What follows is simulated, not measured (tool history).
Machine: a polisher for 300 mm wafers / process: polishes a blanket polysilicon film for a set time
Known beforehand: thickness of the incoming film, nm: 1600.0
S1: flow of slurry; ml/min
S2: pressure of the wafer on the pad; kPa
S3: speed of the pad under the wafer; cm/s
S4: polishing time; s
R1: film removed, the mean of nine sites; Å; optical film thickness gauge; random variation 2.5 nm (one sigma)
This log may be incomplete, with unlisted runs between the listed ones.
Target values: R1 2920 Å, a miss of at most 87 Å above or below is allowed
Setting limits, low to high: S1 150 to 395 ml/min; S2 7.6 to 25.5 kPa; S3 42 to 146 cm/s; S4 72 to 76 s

run  hour   S1    S2   S3  S4      R1
  1     0  250  16.5   94  72  3769.9
  2     7  250  15.2   94  72  3494.2
  3  13.2  250  15.2  116  72  4316.8
  4  21.1  250  14.5  116  72  4115.5
  5  28.6  250  13.8  116  72  3905.8
  6  35.1  250  13.1  116  72  3722.5
  7  40.3  250  12.4  116  72  3565.3
  8  42.1  250  11.7  116  72  3363.5

Exactly one of the 4 candidate moves below puts every result within its allowed miss. Which one?
  A  43.9  240  11.7  124  75   ?
  B  43.9  235   9.7  118  74   ?
  C  43.9  290  10.3  120  73   ?
  D  43.9  245  11.7  118  72   ?

move      R1
   A  3690.5
   B    2875
   C  3152.5
   D  3383.9
A: further off than the last run
B: meets every target
C: nearer the targets than the last run, but a result is still out of spec
D: as far off as the last run
Go with B: it meets all targets.
